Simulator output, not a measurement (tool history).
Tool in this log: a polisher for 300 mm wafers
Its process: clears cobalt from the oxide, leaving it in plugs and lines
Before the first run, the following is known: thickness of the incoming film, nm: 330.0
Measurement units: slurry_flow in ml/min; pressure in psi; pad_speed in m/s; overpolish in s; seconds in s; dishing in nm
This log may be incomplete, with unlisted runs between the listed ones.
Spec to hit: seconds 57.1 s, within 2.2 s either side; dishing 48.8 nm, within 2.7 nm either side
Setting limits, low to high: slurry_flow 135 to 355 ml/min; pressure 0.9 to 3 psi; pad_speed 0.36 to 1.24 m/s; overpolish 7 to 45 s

{"run": 1, "day": 0.0, "slurry_flow": 225, "pressure": 1.9, "pad_speed": 0.8, "overpolish": 23, "seconds": 96.134, "dishing": 40.713}
{"run": 2, "day": 0.304, "slurry_flow": 225, "pressure": 1.4, "pad_speed": 0.8, "overpolish": 23, "seconds": 129.51, "dishing": 34.425}
{"run": 3, "day": 0.338, "slurry_flow": 225, "pressure": 1.8, "pad_speed": 0.8, "overpolish": 22, "seconds": 100.59, "dishing": 38.434}
{"run": 4, "day": 0.458, "slurry_flow": 190, "pressure": 1.8, "pad_speed": 0.8, "overpolish": 22, "seconds": 103.27, "dishing": 38.223}
{"run": 5, "day": 0.729, "slurry_flow": 190, "pressure": 2.1, "pad_speed": 0.8, "overpolish": 21, "seconds": 87.984, "dishing": 39.963}
{"run": 6, "day": 0.996, "slurry_flow": 190, "pressure": 2.1, "pad_speed": 0.74, "overpolish": 21, "seconds": 96.961, "dishing": 39.205}
{"run": 7, "day": 1.204, "slurry_flow": 200, "pressure": 2.4, "pad_speed": 0.74, "overpolish": 20, "seconds": 81.572, "dishing": 39.892}
{"run": 8, "day": 1.533, "slurry_flow": 200, "pressure": 2.6, "pad_speed": 0.74, "overpolish": 21, "seconds": 78.244, "dishing": 41.018}
{"run": 9, "day": 1.904, "slurry_flow": 200, "pressure": 2.7, "pad_speed": 0.78, "overpolish": 22, "seconds": 70.286, "dishing": 44.444}
{"run": 10, "day": 2.225, "slurry_flow": 200, "pressure": 2.8, "pad_speed": 0.8, "overpolish": 22, "seconds": 65.491, "dishing": 44.189}
{"run": 11, "day": 2.379, "slurry_flow": 200, "pressure": 2.9, "pad_speed": 0.82, "overpolish": 23, "seconds": 62.433, "dishing": 46.436}
{"run": 12, "day": 2.496, "slurry_flow": 200, "pressure": 2.9, "pad_speed": 0.84, "overpolish": 23, "seconds": 61.459, "dishing": 46.847}

Consider the 4 candidate settings below. Which is the only one whose results all fall within their allowed miss of target?
{"run": "A", "day": 2.612, "slurry_flow": 235, "pressure": 2.4, "pad_speed": 1.08, "overpolish": 15, "seconds": "?", "dishing": "?"}
{"run": "B", "day": 2.612, "slurry_flow": 215, "pressure": 3, "pad_speed": 0.98, "overpolish": 22, "seconds": "?", "dishing": "?"}
{"run": "C", "day": 2.612, "slurry_flow": 190, "pressure": 3, "pad_speed": 0.86, "overpolish": 25, "seconds": "?", "dishing": "?"}
{"run": "D", "day": 2.612, "slurry_flow": 170, "pressure": 2.9, "pad_speed": 0.98, "overpolish": 24, "seconds": "?", "dishing": "?"}

move=A seconds=57.404 dishing=41.319
move=B seconds=51.058 dishing=47.6
move=C seconds=58.504 dishing=47.582
move=D seconds=53.692 dishing=47.93
A: corrects the largest miss of the last run, while another result sits out of spec
B: the result that was furthest off in the last run now lies on the other side of its target
C: all results land within tolerance of their targets
D: the result that was furthest off in the last run now lies on the other side of its target
The right move is C.

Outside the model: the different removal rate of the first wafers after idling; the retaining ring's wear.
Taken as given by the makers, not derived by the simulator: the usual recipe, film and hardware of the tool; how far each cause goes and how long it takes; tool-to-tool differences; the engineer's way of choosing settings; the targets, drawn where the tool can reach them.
